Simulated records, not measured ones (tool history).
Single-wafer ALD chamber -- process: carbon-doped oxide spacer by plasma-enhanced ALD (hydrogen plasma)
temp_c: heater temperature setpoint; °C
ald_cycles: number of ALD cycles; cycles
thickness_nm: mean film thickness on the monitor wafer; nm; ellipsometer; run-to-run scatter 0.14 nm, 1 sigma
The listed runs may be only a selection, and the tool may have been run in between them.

| run | hour | temp_c | ald_cycles | thickness_nm |
|---|---|---|---|---|
| 1 | 0 | 390 | 643 | 32.886 |
| 2 | 5.7 | 394 | 643 | 32.935 |
| 3 | 12 | 394 | 700 | 35.862 |
| 4 | 16.9 | 394 | 667 | 33.974 |
| 5 | 20.5 | 388 | 667 | 34.039 |
| 6 | 23.4 | 395 | 667 | 33.983 |
| 7 | 31.6 | 395 | 641 | 32.879 |
| 8 | 39.5 | 395 | 618 | 31.414 |
| 9 | 41.1 | 395 | 603 | 30.839 |
| 10 | 49.3 | 395 | 589 | 29.944 |

The next listed run, before its measurement:
| 11 | 50.9 | 395 | 579 | ? |

{"run 11": {"thickness_nm": 29.463}}

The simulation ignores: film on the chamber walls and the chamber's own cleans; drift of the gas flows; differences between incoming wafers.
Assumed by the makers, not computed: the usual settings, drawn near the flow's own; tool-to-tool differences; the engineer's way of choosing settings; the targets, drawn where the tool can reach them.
